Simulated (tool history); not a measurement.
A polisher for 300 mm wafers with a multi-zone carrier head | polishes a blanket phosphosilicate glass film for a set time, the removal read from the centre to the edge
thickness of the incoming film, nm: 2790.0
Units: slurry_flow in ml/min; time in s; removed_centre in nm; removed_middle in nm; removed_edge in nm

run,hour,slurry_flow,centre_zone,middle_zone,edge_zone,slurry_solids,time,removed_centre,removed_middle,removed_edge
1,0.0,305,1.00,1.00,1.00,1.0,75,473.02,552.06,540.74
2,6.9,305,1.00,1.00,1.00,1.0,88,539.69,641.99,623.57
3,11.4,305,1.00,1.00,1.00,1.0,98,605.27,713.05,698.07
4,19.4,320,1.05,1.03,1.02,1.0,98,631.41,734.37,704.56
5,20.5,320,1.05,0.95,1.02,1.0,98,649.73,677.67,704.78
6,24.6,320,1.05,0.95,1.02,1.2,98,682.49,748.53,763.74
7,31.6,330,1.08,0.98,1.01,1.2,98,708.69,770.06,761.61
8,39.3,340,1.10,1.00,1.00,1.2,98,732.95,782.36,757.76

Run 9 comes next. What will it give?
9,45.4,350,1.11,1.02,1.00,1.2,98,?,?,?

Run 9 gave removed_centre 732.98 nm, removed_middle 805.46 nm, removed_edge 774.81 nm.
